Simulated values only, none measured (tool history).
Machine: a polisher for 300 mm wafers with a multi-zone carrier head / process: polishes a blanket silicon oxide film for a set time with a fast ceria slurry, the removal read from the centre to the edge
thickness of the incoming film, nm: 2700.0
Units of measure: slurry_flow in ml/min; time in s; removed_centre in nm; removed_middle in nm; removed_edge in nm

run 1 day=0 | slurry_flow=150 centre_zone=1 middle_zone=1 edge_zone=1 time=44 | removed_centre=589.28 removed_middle=580.32 removed_edge=572.73
run 2 day=0.171 | slurry_flow=145 centre_zone=0.99 middle_zone=0.98 edge_zone=0.95 time=40 | removed_centre=521.39 removed_middle=520.5 removed_edge=505.92
run 3 day=0.508 | slurry_flow=140 centre_zone=1 middle_zone=0.96 edge_zone=0.91 time=37 | removed_centre=490.44 removed_middle=461.93 removed_edge=462.99
run 4 day=0.783 | slurry_flow=140 centre_zone=1 middle_zone=0.96 edge_zone=0.91 time=46 | removed_centre=604.18 removed_middle=582.49 removed_edge=575.36
run 5 day=0.875 | slurry_flow=140 centre_zone=1 middle_zone=1.03 edge_zone=0.91 time=46 | removed_centre=593.4 removed_middle=619.58 removed_edge=579.01
run 6 day=1.083 | slurry_flow=150 centre_zone=0.99 middle_zone=1.01 edge_zone=0.89 time=40 | removed_centre=517.55 removed_middle=535.97 removed_edge=497.13

Run 7 is up next; what results do you expect?
run 7 day=1.325 | slurry_flow=155 centre_zone=0.98 middle_zone=0.98 edge_zone=0.87 time=37 | removed_centre=? removed_middle=? removed_edge=?

removed_centre: 483.05 nm
removed_middle: 482 nm
removed_edge: 458.42 nm

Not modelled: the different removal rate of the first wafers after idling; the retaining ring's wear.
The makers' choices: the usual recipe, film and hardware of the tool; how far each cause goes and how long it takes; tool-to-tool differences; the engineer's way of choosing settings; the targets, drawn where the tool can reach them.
